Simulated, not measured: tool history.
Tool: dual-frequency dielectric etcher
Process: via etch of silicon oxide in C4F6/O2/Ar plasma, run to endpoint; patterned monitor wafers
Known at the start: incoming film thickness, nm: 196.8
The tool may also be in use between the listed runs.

run 1 day=0.000 | bias_power_(kW)=0.558 source_power_(kW)=0.230 Ar_flow_(sccm)=267 | endpoint_time_(s)=51.157
run 2 day=0.162 | bias_power_(kW)=0.595 source_power_(kW)=0.230 Ar_flow_(sccm)=266 | endpoint_time_(s)=49.779
run 3 day=0.325 | bias_power_(kW)=0.623 source_power_(kW)=0.230 Ar_flow_(sccm)=265 | endpoint_time_(s)=48.947
run 4 day=0.525 | bias_power_(kW)=0.702 source_power_(kW)=0.230 Ar_flow_(sccm)=265 | endpoint_time_(s)=47.151
run 5 day=0.871 | bias_power_(kW)=0.664 source_power_(kW)=0.230 Ar_flow_(sccm)=265 | endpoint_time_(s)=47.895
run 6 day=0.929 | bias_power_(kW)=0.681 source_power_(kW)=0.230 Ar_flow_(sccm)=264 | endpoint_time_(s)=47.065
run 7 day=1.212 | bias_power_(kW)=0.692 source_power_(kW)=0.230 Ar_flow_(sccm)=264 | endpoint_time_(s)=47.296

Run 8 comes next. What will it give?
run 8 day=1.525 | bias_power_(kW)=0.705 source_power_(kW)=0.230 Ar_flow_(sccm)=263 | endpoint_time_(s)=?

Run 8 gave endpoint time (s) 47.072.
